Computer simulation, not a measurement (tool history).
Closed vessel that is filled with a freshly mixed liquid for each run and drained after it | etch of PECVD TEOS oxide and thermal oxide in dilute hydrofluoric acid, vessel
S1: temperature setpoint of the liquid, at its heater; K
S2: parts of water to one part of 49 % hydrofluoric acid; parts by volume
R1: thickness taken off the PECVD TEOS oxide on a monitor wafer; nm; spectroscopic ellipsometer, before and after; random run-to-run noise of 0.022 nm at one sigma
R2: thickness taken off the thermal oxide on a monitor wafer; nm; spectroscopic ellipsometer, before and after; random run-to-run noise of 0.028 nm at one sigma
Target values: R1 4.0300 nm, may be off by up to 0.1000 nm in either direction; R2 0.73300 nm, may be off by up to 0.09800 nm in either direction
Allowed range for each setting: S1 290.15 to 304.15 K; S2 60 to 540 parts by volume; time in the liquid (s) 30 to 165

run 1 day=0.000 | S1=296.15 S2=300 time_in_the_liquid_(s)=85 | R1=5.5336 R2=1.09180
run 2 day=0.350 | S1=293.65 S2=300 time_in_the_liquid_(s)=85 | R1=5.1186 R2=0.90957
run 3 day=0.654 | S1=293.65 S2=310 time_in_the_liquid_(s)=85 | R1=4.9309 R2=0.90006
run 4 day=0.858 | S1=293.15 S2=315 time_in_the_liquid_(s)=85 | R1=4.7181 R2=0.85152
run 5 day=1.242 | S1=293.15 S2=395 time_in_the_liquid_(s)=85 | R1=3.5176 R2=0.63262
run 6 day=1.412 | S1=293.15 S2=395 time_in_the_liquid_(s)=70 | R1=2.8997 R2=0.52011
run 7 day=1.629 | S1=294.15 S2=385 time_in_the_liquid_(s)=70 | R1=3.1183 R2=0.56438
run 8 day=1.817 | S1=295.15 S2=380 time_in_the_liquid_(s)=70 | R1=3.2561 R2=0.56075

5 next moves are on the table. One of them brings every result within its allowed miss. Which?
run A day=2.004 | S1=298.65 S2=275 time_in_the_liquid_(s)=50 | R1=? R2=?
run B day=2.004 | S1=296.65 S2=300 time_in_the_liquid_(s)=55 | R1=? R2=?
run C day=2.004 | S1=291.65 S2=385 time_in_the_liquid_(s)=95 | R1=? R2=?
run D day=2.004 | S1=302.65 S2=330 time_in_the_liquid_(s)=65 | R1=? R2=?
run E day=2.004 | S1=294.15 S2=445 time_in_the_liquid_(s)=105 | R1=? R2=?

move=A R1=4.0013 R2=0.71580
move=B R1=3.6711 R2=0.65673
move=C R1=3.8430 R2=0.68747
move=D R1=4.6742 R2=0.83617
move=E R1=3.8156 R2=0.68258
A: hits every target within its allowed miss
B: gains on the last run, yet a result remains outside its allowed miss
C: gains on the last run, yet a result remains outside its allowed miss
D: takes the biggest miss from the last run beyond its target
E: gains on the last run, yet a result remains outside its allowed miss
A meets every target.
